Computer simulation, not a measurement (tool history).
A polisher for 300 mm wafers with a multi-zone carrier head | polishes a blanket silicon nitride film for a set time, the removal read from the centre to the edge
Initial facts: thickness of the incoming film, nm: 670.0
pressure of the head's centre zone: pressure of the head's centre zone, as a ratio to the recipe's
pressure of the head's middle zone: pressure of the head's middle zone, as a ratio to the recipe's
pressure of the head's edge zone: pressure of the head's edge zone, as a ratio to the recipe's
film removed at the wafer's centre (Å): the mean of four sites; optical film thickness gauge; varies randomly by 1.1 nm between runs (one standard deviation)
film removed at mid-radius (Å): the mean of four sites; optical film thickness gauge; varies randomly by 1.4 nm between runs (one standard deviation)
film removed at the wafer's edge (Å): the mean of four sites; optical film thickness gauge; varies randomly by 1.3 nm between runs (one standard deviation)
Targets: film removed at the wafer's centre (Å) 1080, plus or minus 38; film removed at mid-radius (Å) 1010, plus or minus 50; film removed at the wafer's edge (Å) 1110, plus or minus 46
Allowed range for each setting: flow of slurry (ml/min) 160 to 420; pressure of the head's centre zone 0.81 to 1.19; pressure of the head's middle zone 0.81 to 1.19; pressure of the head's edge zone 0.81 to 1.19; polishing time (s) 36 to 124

run	hour	flow of slurry (ml/min)	pressure of the head's centre zone	pressure of the head's middle zone	pressure of the head's edge zone	polishing time (s)	film removed at the wafer's centre (Å)	film removed at mid-radius (Å)	film removed at the wafer's edge (Å)
1	0	270	1	1	1	79	1169.3	1155.6	1171
2	2.2	270	1	1	1	87	1283.2	1291.5	1267.8
3	4.1	270	0.95	1	1	87	1246.8	1270.7	1262.3
4	10.5	265	0.93	0.96	0.98	85	1192.8	1226.4	1282.8
5	18.1	265	0.93	0.92	0.98	85	1211	1147.4	1258.8
6	23.4	265	0.93	0.92	0.97	82	1147.1	1174.1	1205.7
7	26.9	265	0.94	0.9	0.98	80	1165.3	1093.9	1168.2
8	35.4	260	0.93	0.89	0.98	79	1112.2	1047	1161.2

Of the 4 settings listed for the next run, only one would bring every result within its allowed miss of target. Which one?
A	43.9	245	0.9	0.93	0.97	81	?	?	?
B	43.9	235	0.97	0.94	0.82	82	?	?	?
C	43.9	270	0.96	0.87	0.97	75	?	?	?
D	43.9	225	0.88	0.81	1.14	82	?	?	?

move	film removed at the wafer's centre (Å)	film removed at mid-radius (Å)	film removed at the wafer's edge (Å)
A	1094.1	1138.3	1157.7
B	1167.8	1155.5	1080.7
C	1080.1	1012.2	1082.7
D	1073	1022.4	1260.2
A: moves away from the targets compared with the last run
B: gets the furthest-off result to its target, but another result is out of tolerance
C: every result within its allowed miss
D: moves away from the targets compared with the last run
Answer: C
